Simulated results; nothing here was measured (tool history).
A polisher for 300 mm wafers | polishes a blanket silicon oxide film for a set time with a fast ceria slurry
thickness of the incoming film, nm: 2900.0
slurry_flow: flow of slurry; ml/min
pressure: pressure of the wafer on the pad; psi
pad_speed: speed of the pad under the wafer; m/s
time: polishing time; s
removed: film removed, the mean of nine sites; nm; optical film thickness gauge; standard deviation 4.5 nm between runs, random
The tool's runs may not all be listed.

run,day,slurry_flow,pressure,pad_speed,time,removed
1,0,170,2.3,1,56,601.5
2,0.375,170,2.7,1,56,699.73
3,0.458,170,2.5,1,56,659.92
4,0.504,170,2.5,1,51,596.31
5,0.529,170,2.5,1,51,593.05
6,0.771,170,2.5,0.88,51,522.37

Expected results for the next run?
7,0.917,170,2.4,0.88,51,?

removed: 508.74 nm
